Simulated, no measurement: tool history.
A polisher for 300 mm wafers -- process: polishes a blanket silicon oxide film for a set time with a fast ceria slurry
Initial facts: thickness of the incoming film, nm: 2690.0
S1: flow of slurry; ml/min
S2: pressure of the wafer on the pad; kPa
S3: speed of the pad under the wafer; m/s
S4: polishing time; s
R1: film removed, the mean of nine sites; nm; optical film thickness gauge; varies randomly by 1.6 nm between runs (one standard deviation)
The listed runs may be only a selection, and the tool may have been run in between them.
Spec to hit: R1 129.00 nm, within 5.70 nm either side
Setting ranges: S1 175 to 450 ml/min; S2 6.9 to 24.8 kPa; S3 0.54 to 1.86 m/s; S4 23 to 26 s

run  hour   S1    S2    S3  S4      R1
  1   0.0  290  15.9  1.18  26  312.22
  2   5.9  290  15.9  1.18  26  330.39
  3  10.2  290  15.9  1.18  26  322.57
  4  18.1  290  15.9  1.48  26  391.21
  5  20.8  290  15.9  1.48  23  347.96
  6  23.1  290  11.7  1.48  23  262.26
  7  30.7  285  10.3  1.32  23  207.74
  8  33.8  275   6.9  0.98  23  110.80
  9  35.4  275   7.6  0.98  23  119.47

5 next moves are on the table. One of them brings every result within its allowed miss. Which?
  A  37.0  305  9.0  0.62  26   ?
  B  37.0  230  6.9  1.00  23   ?
  C  37.0  265  9.0  0.88  23   ?
  D  37.0  270  9.7  0.70  23   ?
  E  37.0  260  6.9  1.06  23   ?

move      R1
   A  112.62
   B  110.67
   C  129.55
   D  115.98
   E  117.89
A: its largest miss is bigger than the last run's
B: its largest miss is bigger than the last run's
C: hits every target within its allowed miss
D: its largest miss is bigger than the last run's
E: its largest miss is bigger than the last run's
Move C is the one to make.

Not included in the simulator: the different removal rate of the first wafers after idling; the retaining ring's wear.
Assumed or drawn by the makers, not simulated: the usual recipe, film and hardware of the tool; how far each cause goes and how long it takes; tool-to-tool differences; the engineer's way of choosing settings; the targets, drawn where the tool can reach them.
